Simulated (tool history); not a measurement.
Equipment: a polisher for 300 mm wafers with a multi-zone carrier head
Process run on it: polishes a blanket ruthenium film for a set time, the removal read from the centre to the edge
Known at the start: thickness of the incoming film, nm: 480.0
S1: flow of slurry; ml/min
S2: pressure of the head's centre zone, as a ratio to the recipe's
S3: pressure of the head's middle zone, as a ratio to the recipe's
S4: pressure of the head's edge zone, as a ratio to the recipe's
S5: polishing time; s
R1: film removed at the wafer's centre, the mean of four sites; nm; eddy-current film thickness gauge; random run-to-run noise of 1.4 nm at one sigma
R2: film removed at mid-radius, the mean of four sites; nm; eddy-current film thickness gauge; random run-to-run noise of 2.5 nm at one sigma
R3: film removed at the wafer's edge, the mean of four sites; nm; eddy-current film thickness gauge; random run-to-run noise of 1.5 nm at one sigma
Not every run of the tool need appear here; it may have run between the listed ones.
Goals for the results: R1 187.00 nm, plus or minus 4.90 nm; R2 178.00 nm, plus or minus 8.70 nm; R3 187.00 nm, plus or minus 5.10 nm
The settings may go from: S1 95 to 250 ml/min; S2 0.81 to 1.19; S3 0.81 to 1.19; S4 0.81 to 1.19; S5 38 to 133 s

Run 1, hour 0.0: S1 160 ml/min, S2 1.00, S3 1.00, S4 1.00, S5 85 s. Result: R1 140.17 nm, R2 139.72 nm, R3 141.48 nm.
Run 2, hour 7.7: S1 160 ml/min, S2 1.00, S3 0.94, S4 1.00, S5 85 s. Result: R1 141.06 nm, R2 134.69 nm, R3 142.07 nm.
Run 3, hour 12.3: S1 165 ml/min, S2 1.01, S3 0.95, S4 1.01, S5 86 s. Result: R1 145.83 nm, R2 137.41 nm, R3 145.88 nm.
Run 4, hour 16.5: S1 170 ml/min, S2 1.02, S3 0.96, S4 1.02, S5 87 s. Result: R1 151.10 nm, R2 139.16 nm, R3 148.59 nm.
Run 5, hour 18.7: S1 175 ml/min, S2 1.02, S3 0.97, S4 1.03, S5 88 s. Result: R1 151.02 nm, R2 145.28 nm, R3 151.30 nm.
Run 6, hour 26.2: S1 180 ml/min, S2 1.03, S3 0.97, S4 1.04, S5 89 s. Result: R1 155.61 nm, R2 147.26 nm, R3 155.99 nm.
Run 7, hour 32.8: S1 185 ml/min, S2 1.04, S3 0.98, S4 1.05, S5 90 s. Result: R1 160.90 nm, R2 149.06 nm, R3 157.11 nm.
Run 8, hour 34.2: S1 190 ml/min, S2 1.04, S3 0.99, S4 1.06, S5 91 s. Result: R1 162.96 nm, R2 156.18 nm, R3 158.72 nm.
Run 9, hour 35.5: S1 190 ml/min, S2 1.04, S3 0.99, S4 1.07, S5 92 s. Result: R1 163.97 nm, R2 157.33 nm, R3 163.40 nm.
Run 10, hour 43.0: S1 235 ml/min, S2 1.10, S3 1.06, S4 1.17, S5 96 s. Result: R1 187.33 nm, R2 179.18 nm, R3 180.14 nm.

Which single option among these 5 for the next run brings every result within its allowed miss of target? Just one does.
Run A, hour 50.5: S1 230 ml/min, S2 0.99, S3 1.08, S4 1.05, S5 105 s. Result: R1 ?, R2 ?, R3 ?.
Run B, hour 50.5: S1 225 ml/min, S2 1.09, S3 1.10, S4 1.08, S5 95 s. Result: R1 ?, R2 ?, R3 ?.
Run C, hour 50.5: S1 245 ml/min, S2 1.05, S3 1.02, S4 1.15, S5 99 s. Result: R1 ?, R2 ?, R3 ?.
Run D, hour 50.5: S1 235 ml/min, S2 1.13, S3 1.11, S4 1.15, S5 91 s. Result: R1 ?, R2 ?, R3 ?.
Run E, hour 50.5: S1 250 ml/min, S2 1.14, S3 1.14, S4 1.07, S5 92 s. Result: R1 ?, R2 ?, R3 ?.

move      R1      R2      R3
   A  183.98  193.36  187.96
   B  182.84  177.02  172.04
   C  185.62  175.23  186.82
   D  182.77  171.76  170.85
   E  188.05  178.93  167.41
A: the worst result of the last run now meets its target, but another is out of spec
B: further off than the last run
C: hits every target within its allowed miss
D: further off than the last run
E: further off than the last run
Answer: C

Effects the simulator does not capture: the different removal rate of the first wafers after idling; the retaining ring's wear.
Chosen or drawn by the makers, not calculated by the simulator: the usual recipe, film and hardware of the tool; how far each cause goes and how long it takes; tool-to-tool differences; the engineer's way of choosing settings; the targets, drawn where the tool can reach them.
